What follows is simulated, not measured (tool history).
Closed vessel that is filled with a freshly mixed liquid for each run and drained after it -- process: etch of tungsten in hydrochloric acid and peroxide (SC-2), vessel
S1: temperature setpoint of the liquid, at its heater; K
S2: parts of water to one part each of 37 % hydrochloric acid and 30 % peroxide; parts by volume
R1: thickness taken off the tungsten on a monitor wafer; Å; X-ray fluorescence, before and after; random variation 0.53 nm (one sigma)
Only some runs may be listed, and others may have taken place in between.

Run 1, hour 0.0: S1 327.15 K, S2 9.5 parts by volume, time in the liquid (s) 105. Result: R1 343.46 Å.
Run 2, hour 9.1: S1 327.15 K, S2 7.5 parts by volume, time in the liquid (s) 105. Result: R1 417.64 Å.
Run 3, hour 10.9: S1 327.15 K, S2 10.0 parts by volume, time in the liquid (s) 105. Result: R1 335.26 Å.
Run 4, hour 14.1: S1 330.65 K, S2 10.0 parts by volume, time in the liquid (s) 105. Result: R1 417.74 Å.
Run 5, hour 22.4: S1 333.15 K, S2 10.0 parts by volume, time in the liquid (s) 105. Result: R1 490.43 Å.
Run 6, hour 29.6: S1 340.15 K, S2 10.0 parts by volume, time in the liquid (s) 105. Result: R1 748.30 Å.
Run 7, hour 35.1: S1 339.65 K, S2 10.0 parts by volume, time in the liquid (s) 105. Result: R1 732.19 Å.

Run 8 comes next. What will it give?
Run 8, hour 43.1: S1 338.15 K, S2 10.0 parts by volume, time in the liquid (s) 105. Result: R1 ?.

For run 8 the tool returned R1 659.95 Å.
